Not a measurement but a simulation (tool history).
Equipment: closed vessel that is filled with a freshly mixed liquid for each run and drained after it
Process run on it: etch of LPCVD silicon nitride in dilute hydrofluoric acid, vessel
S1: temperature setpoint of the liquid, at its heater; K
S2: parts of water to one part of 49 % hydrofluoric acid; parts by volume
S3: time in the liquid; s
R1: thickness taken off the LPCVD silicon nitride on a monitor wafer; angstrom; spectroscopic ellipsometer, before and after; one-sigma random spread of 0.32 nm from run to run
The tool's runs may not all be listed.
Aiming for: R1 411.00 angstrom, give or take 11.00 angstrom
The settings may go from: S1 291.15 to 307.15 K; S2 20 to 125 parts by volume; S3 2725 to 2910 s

run	hour	S1	S2	S3	R1
1	0.0	299.15	70	2725	279.04
2	6.2	300.15	70	2725	301.62
3	15.4	303.65	70	2725	376.47
4	22.5	303.65	90	2725	294.48
5	26.3	302.15	90	2725	266.42
6	32.9	302.15	90	2910	283.09
7	42.5	303.15	90	2910	301.78
8	47.2	304.15	90	2910	318.72
9	52.1	304.65	90	2910	338.10
10	55.7	305.15	90	2910	343.72
11	59.5	305.65	90	2910	348.94
12	67.4	306.15	90	2910	359.73

Consider the 5 candidate settings below. Which is the only one whose results all fall within their allowed miss of target?
A	75.3	305.15	65	2725	?
B	75.3	303.65	60	2725	?
C	75.3	305.15	70	2910	?
D	75.3	306.15	75	2855	?
E	75.3	305.65	75	2805	?

move	R1
A	441.04
B	434.36
C	437.29
D	426.08
E	405.79
A: pushes the last run's worst result past its target
B: pushes the last run's worst result past its target
C: pushes the last run's worst result past its target
D: pushes the last run's worst result past its target
E: hits every target within its allowed miss
E is the move that brings every result within its allowed miss.
